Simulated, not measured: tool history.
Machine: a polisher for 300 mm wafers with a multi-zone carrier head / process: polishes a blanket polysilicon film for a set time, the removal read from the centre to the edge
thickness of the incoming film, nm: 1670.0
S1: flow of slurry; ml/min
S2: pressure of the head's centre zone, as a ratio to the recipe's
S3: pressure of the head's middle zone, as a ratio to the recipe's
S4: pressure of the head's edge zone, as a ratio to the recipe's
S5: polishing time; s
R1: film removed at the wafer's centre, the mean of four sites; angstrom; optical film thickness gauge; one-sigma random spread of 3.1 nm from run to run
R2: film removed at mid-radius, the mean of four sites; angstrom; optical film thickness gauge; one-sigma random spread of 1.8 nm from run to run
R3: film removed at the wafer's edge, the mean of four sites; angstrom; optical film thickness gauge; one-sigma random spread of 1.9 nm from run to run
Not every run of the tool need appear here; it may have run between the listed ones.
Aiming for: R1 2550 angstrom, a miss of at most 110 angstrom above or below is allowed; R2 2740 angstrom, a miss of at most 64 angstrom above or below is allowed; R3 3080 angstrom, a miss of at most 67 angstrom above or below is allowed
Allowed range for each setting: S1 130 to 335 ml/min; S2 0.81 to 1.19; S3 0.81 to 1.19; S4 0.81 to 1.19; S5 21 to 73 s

run,hour,S1,S2,S3,S4,S5,R1,R2,R3
1,0,215,1,1,1,47,1884.7,1895.1,1912.3
2,0.5,215,1,1,0.96,47,1903.5,1900.9,1866.4
3,1.7,170,1,1,0.96,47,1864.5,1848,1855.9
4,8.6,170,1,1,0.92,47,1855.8,1870.4,1800.2
5,14,165,0.98,1.02,1,53,2057.9,2130.8,2124.6
6,21.8,165,0.93,1.02,1,53,1950.6,2140.9,2128.2
7,24.6,170,0.93,1.01,1.06,57,2137,2258.2,2312.4
8,27.6,160,0.89,0.99,1.1,62,2143,2420.1,2573.4
9,32.4,175,0.9,0.98,1.13,64,2358.7,2495.3,2695.6
10,35,185,0.88,0.97,1.15,66,2331.8,2579.1,2831.8
11,37.1,200,0.88,0.96,1.16,67,2384.3,2603.6,2940.2
12,44.4,255,0.92,1,1.19,67,2547.8,2719.5,3025.3
13,48.8,260,0.92,1,1.19,67,2489.1,2762,3000.3

Exercise: of the 4 proposed moves below, exactly one satisfies all targets within the stated allowed misses. Which move is it?
A,53.2,225,0.91,1.05,1.12,68,?,?,?
B,53.2,205,1,1.04,1.13,67,?,?,?
C,53.2,315,0.88,0.95,1.16,68,?,?,?
D,53.2,230,0.89,1.05,1.15,68,?,?,?

move,R1,R2,R3
A,2570.3,2860.6,2911.4
B,2759,2771.9,2863.9
C,2561.8,2713.7,3031.9
D,2518.8,2866.3,2955.5
A: further off than the last run
B: further off than the last run
C: hits every target within its allowed miss
D: further off than the last run
Correct choice: C, which meets every target
